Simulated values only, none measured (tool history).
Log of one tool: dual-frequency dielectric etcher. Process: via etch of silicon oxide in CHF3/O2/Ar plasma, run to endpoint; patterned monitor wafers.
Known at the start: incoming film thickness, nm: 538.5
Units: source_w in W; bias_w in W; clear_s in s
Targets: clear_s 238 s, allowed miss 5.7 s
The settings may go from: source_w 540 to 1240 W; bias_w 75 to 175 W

run,hour,source_w,bias_w,clear_s
1,0,890,125,271.82
2,3.4,740,125,283.63
3,7.2,670,125,289.16
4,13,720,130,282.27
5,21.1,770,134,273.17
6,22,670,134,281.48
# hour 30.9: source power generator calibrated
7,30.9,720,137,274.97
8,35.7,760,140,267.5
9,44.2,940,150,246.53
10,50.2,950,151,246.02

5 next moves are on the table. One of them brings every result within its allowed miss. Which?
A,56.2,1090,127,?
B,56.2,1170,175,?
C,56.2,910,138,?
D,56.2,1070,158,?
E,56.2,1090,175,?

move,clear_s
A,252.96
B,221.84
C,256.99
D,235.4
E,225.88
A: further off than the last run
B: takes the result that was furthest off past its target
C: further off than the last run
D: meets every target
E: takes the result that was furthest off past its target
The right move is D.
